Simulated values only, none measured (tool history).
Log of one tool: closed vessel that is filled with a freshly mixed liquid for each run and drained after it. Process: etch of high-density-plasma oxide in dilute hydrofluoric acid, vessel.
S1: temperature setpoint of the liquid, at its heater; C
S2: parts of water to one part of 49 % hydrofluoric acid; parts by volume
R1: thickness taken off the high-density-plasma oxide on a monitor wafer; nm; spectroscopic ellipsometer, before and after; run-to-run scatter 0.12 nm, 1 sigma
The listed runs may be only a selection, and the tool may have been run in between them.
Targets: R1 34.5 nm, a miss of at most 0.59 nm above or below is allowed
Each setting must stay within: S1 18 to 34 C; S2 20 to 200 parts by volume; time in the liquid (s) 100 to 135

run 1 hour=0 | S1=26 S2=110 time_in_the_liquid_(s)=135 | R1=9.3926
run 2 hour=3 | S1=27.5 S2=95 time_in_the_liquid_(s)=135 | R1=11.736
run 3 hour=4.4 | S1=28.5 S2=80 time_in_the_liquid_(s)=135 | R1=14.804
run 4 hour=12.8 | S1=28.5 S2=65 time_in_the_liquid_(s)=135 | R1=18.542
run 5 hour=18.7 | S1=28.5 S2=65 time_in_the_liquid_(s)=135 | R1=18.692
run 6 hour=22.6 | S1=30 S2=65 time_in_the_liquid_(s)=135 | R1=19.761
run 7 hour=29.7 | S1=34 S2=20 time_in_the_liquid_(s)=135 | R1=81.165
run 8 hour=35.9 | S1=32.5 S2=20 time_in_the_liquid_(s)=135 | R1=76.135
run 9 hour=39.4 | S1=30.5 S2=20 time_in_the_liquid_(s)=135 | R1=69.92
run 10 hour=41.8 | S1=28 S2=20 time_in_the_liquid_(s)=135 | R1=63.725
-- hour=46.8 thermometer replaced
run 11 hour=46.8 | S1=26 S2=25 time_in_the_liquid_(s)=135 | R1=49.978
run 12 hour=49 | S1=24.5 S2=25 time_in_the_liquid_(s)=135 | R1=47.425
run 13 hour=55.6 | S1=23.5 S2=25 time_in_the_liquid_(s)=135 | R1=45.569
run 14 hour=59.2 | S1=19.5 S2=35 time_in_the_liquid_(s)=135 | R1=27.075
run 15 hour=60.4 | S1=20.5 S2=35 time_in_the_liquid_(s)=135 | R1=28.235
run 16 hour=61.7 | S1=20.5 S2=35 time_in_the_liquid_(s)=135 | R1=28.135
run 17 hour=70.5 | S1=24.5 S2=35 time_in_the_liquid_(s)=135 | R1=33.296

Pick the move, out of 4, that brings all results within their allowed miss; only one does.
run A hour=79.3 | S1=26 S2=35 time_in_the_liquid_(s)=135 | R1=?
run B hour=79.3 | S1=24 S2=35 time_in_the_liquid_(s)=135 | R1=?
run C hour=79.3 | S1=22.5 S2=30 time_in_the_liquid_(s)=135 | R1=?
run D hour=79.3 | S1=23 S2=25 time_in_the_liquid_(s)=105 | R1=?

move=A R1=35.688
move=B R1=32.855
move=C R1=36.229
move=D R1=34.763
A: carries the result that was furthest off beyond its target, to the other side
B: the biggest miss grows against the last run
C: carries the result that was furthest off beyond its target, to the other side
D: every result lands within tolerance
Correct choice: D, which meets every target

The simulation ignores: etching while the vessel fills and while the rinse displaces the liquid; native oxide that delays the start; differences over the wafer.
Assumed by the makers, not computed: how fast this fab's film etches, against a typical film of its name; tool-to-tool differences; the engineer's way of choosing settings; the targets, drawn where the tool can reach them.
